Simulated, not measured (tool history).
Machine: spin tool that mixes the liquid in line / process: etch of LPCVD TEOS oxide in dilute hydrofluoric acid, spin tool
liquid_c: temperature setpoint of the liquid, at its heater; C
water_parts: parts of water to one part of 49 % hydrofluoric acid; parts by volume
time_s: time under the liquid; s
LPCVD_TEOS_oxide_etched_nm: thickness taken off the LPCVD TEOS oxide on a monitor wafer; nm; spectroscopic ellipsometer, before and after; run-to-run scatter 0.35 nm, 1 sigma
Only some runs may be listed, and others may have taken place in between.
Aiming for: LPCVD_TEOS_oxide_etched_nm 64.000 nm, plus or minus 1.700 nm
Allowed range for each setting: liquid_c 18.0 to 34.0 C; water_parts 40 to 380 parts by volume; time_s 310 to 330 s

run 1 hour=0.0 | liquid_c=26.0 water_parts=210 time_s=310 | LPCVD_TEOS_oxide_etched_nm=72.864
run 2 hour=1.6 | liquid_c=28.0 water_parts=210 time_s=310 | LPCVD_TEOS_oxide_etched_nm=78.123
run 3 hour=4.6 | liquid_c=31.5 water_parts=210 time_s=310 | LPCVD_TEOS_oxide_etched_nm=88.542
run 4 hour=11.8 | liquid_c=30.0 water_parts=210 time_s=310 | LPCVD_TEOS_oxide_etched_nm=83.605
run 5 hour=17.6 | liquid_c=33.5 water_parts=210 time_s=310 | LPCVD_TEOS_oxide_etched_nm=94.763
run 6 hour=21.4 | liquid_c=31.0 water_parts=210 time_s=310 | LPCVD_TEOS_oxide_etched_nm=86.333
run 7 hour=23.0 | liquid_c=31.0 water_parts=210 time_s=310 | LPCVD_TEOS_oxide_etched_nm=86.965
run 8 hour=30.7 | liquid_c=29.5 water_parts=210 time_s=310 | LPCVD_TEOS_oxide_etched_nm=82.366
run 9 hour=34.5 | liquid_c=28.0 water_parts=210 time_s=310 | LPCVD_TEOS_oxide_etched_nm=78.723
run 10 hour=35.5 | liquid_c=27.0 water_parts=210 time_s=310 | LPCVD_TEOS_oxide_etched_nm=76.051
run 11 hour=41.6 | liquid_c=26.0 water_parts=210 time_s=310 | LPCVD_TEOS_oxide_etched_nm=73.307
run 12 hour=45.3 | liquid_c=26.0 water_parts=210 time_s=310 | LPCVD_TEOS_oxide_etched_nm=72.914
run 13 hour=50.1 | liquid_c=22.0 water_parts=215 time_s=310 | LPCVD_TEOS_oxide_etched_nm=61.606

Consider the 5 candidate settings below. Which is the only one whose results all fall within their allowed miss of target?
run A hour=54.9 | liquid_c=21.0 water_parts=225 time_s=325 | LPCVD_TEOS_oxide_etched_nm=?
run B hour=54.9 | liquid_c=25.5 water_parts=240 time_s=325 | LPCVD_TEOS_oxide_etched_nm=?
run C hour=54.9 | liquid_c=20.0 water_parts=215 time_s=330 | LPCVD_TEOS_oxide_etched_nm=?
run D hour=54.9 | liquid_c=21.0 water_parts=235 time_s=330 | LPCVD_TEOS_oxide_etched_nm=?
run E hour=54.9 | liquid_c=20.0 water_parts=205 time_s=315 | LPCVD_TEOS_oxide_etched_nm=?

move=A LPCVD_TEOS_oxide_etched_nm=58.831
move=B LPCVD_TEOS_oxide_etched_nm=64.014
move=C LPCVD_TEOS_oxide_etched_nm=60.774
move=D LPCVD_TEOS_oxide_etched_nm=56.640
move=E LPCVD_TEOS_oxide_etched_nm=61.435
A: moves away from the targets compared with the last run
B: each result inside its tolerance
C: moves away from the targets compared with the last run
D: moves away from the targets compared with the last run
E: moves away from the targets compared with the last run
The right move is B.
